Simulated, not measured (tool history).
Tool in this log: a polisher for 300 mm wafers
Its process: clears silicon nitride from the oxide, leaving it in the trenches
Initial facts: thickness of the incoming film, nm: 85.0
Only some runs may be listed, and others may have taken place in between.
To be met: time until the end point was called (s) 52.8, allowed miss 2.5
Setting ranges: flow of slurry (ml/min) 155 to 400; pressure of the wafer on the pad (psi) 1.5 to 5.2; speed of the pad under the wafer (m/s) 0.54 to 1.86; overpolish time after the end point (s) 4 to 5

| run | hour | flow of slurry (ml/min) | pressure of the wafer on the pad (psi) | speed of the pad under the wafer (m/s) | overpolish time after the end point (s) | time until the end point was called (s) |
|---|---|---|---|---|---|---|
| 1 | 0 | 255 | 3.3 | 1.18 | 5 | 72.372 |
| 2 | 3.2 | 205 | 3.3 | 1.18 | 5 | 75.759 |
| 3 | 5.2 | 265 | 3.3 | 1.18 | 5 | 73.412 |
| 4 | 11.5 | 295 | 3.3 | 1.18 | 5 | 73.137 |
| 5 | 20.4 | 295 | 2.9 | 1.18 | 5 | 79.308 |
| 6 | 21 | 295 | 3.4 | 1.2 | 5 | 69.278 |
| 7 | 29.6 | 295 | 3.7 | 1.22 | 5 | 64.942 |
| 8 | 37.4 | 295 | 4 | 1.24 | 5 | 59.795 |
| 9 | 43.7 | 295 | 4.2 | 1.24 | 5 | 57.215 |
| 10 | 45.6 | 295 | 4.3 | 1.24 | 5 | 55.46 |
| 11 | 48.8 | 295 | 4.4 | 1.24 | 5 | 55.648 |

5 next moves are on the table. One of them brings every result within its allowed miss. Which?
| A | 52 | 305 | 3.5 | 1.54 | 5 | ? |
| B | 52 | 355 | 5 | 1.06 | 5 | ? |
| C | 52 | 285 | 4.9 | 1.04 | 4 | ? |
| D | 52 | 330 | 4.2 | 1.14 | 4 | ? |
| E | 52 | 275 | 3.6 | 1.34 | 4 | ? |

| move | time until the end point was called (s) |
|---|---|
| A | 53.99 |
| B | 57.002 |
| C | 60.114 |
| D | 61.612 |
| E | 60.784 |
A: meets every target
B: moves away from the targets compared with the last run
C: moves away from the targets compared with the last run
D: moves away from the targets compared with the last run
E: moves away from the targets compared with the last run
Answer: A
